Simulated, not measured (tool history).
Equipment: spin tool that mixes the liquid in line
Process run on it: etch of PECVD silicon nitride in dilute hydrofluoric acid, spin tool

run    day  temperature setpoint of the liquid (C)  parts of water to one part of 49 % hydrofluoric acid (parts by volume)  time under the liquid (s)  thickness taken off the PECVD silicon nitride on a monitor wafer (Å)
  1  0.000                                    24.0                                                                      60                        280                                                                159.04
  2  0.362                                    22.0                                                                      60                        280                                                                138.05
  3  0.604                                    22.0                                                                      40                        280                                                                204.91
  4  0.788                                    22.0                                                                      50                        280                                                                164.79
  5  1.162                                    22.0                                                                      50                        305                                                                178.23
  6  1.350                                    21.5                                                                      50                        305                                                                173.98
  7  1.417                                    21.0                                                                      50                        305                                                                167.63

Run 8 is up next; what results do you expect?
  8  1.588                                    20.5                                                                      50                        305                                                                     ?

For run 8 the tool returned thickness taken off the PECVD silicon nitride on a monitor wafer (Å) 161.40.
